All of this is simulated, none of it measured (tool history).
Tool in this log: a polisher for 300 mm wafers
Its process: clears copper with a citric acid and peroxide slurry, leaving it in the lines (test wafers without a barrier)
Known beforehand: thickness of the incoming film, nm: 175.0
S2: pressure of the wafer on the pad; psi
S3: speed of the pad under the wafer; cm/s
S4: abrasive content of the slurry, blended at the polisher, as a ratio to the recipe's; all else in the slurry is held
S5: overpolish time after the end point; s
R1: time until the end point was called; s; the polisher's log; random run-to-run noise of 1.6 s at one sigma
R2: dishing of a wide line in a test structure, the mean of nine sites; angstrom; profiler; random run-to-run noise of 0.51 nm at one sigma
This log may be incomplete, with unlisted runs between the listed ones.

{"run": 1, "hour": 0.0, "flow of slurry (ml/min)": 290, "S2": 3.3, "S3": 84, "S4": 1, "S5": 17, "R1": 86.165, "R2": 226.1}
{"run": 2, "hour": 2.3, "flow of slurry (ml/min)": 290, "S2": 2.7, "S3": 80, "S4": 1, "S5": 20, "R1": 108.6, "R2": 221.88}
{"run": 3, "hour": 3.4, "flow of slurry (ml/min)": 290, "S2": 2.7, "S3": 64, "S4": 1, "S5": 20, "R1": 128.56, "R2": 197.22}
{"run": 4, "hour": 8.0, "flow of slurry (ml/min)": 290, "S2": 2.4, "S3": 64, "S4": 1, "S5": 22, "R1": 142.16, "R2": 184.96}
{"run": 5, "hour": 11.0, "flow of slurry (ml/min)": 290, "S2": 2.3, "S3": 64, "S4": 1, "S5": 24, "R1": 150.65, "R2": 192.84}
{"run": 6, "hour": 13.1, "flow of slurry (ml/min)": 290, "S2": 2.2, "S3": 64, "S4": 1, "S5": 25, "R1": 155.31, "R2": 194.21}
{"run": 7, "hour": 20.9, "flow of slurry (ml/min)": 290, "S2": 2.2, "S3": 64, "S4": 1, "S5": 26, "R1": 155.72, "R2": 202.28}

Estimate the outcome of run 8 from the log above:
{"run": 8, "hour": 22.8, "flow of slurry (ml/min)": 290, "S2": 2.2, "S3": 64, "S4": 1, "S5": 27, "R1": "?", "R2": "?"}

{"run 8": {"R1": 153.95, "R2": 206.97}}

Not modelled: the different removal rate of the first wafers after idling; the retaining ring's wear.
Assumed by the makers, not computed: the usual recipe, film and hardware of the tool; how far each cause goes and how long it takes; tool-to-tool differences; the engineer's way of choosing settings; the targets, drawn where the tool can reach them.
